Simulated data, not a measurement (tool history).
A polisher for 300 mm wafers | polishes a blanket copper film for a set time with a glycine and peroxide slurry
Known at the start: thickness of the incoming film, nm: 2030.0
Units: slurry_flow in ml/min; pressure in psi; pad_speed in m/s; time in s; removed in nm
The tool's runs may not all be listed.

run  hour  slurry_flow  pressure  pad_speed  time  removed
  1   0.0          185       3.4       0.84    60   363.74
  2   1.1          185       3.3       0.84    60   359.86
  3   1.8          230       3.3       0.84    60   373.32
  4   6.2          225       3.2       0.84    60   368.01
  5   9.8          225       4.0       0.84    60   415.07
  6  14.4          190       4.0       0.84    60   412.77
  7  20.2          190       3.7       0.84    60   385.29
  8  27.1          190       3.7       0.84    60   387.81
  9  36.0          190       3.5       0.84    60   377.26
 10  36.6          190       3.3       0.84    60   364.56

Forecast run 11:
 11  45.3          190       3.1       0.84    60        ?

Run 11 gave removed 344.89 nm.
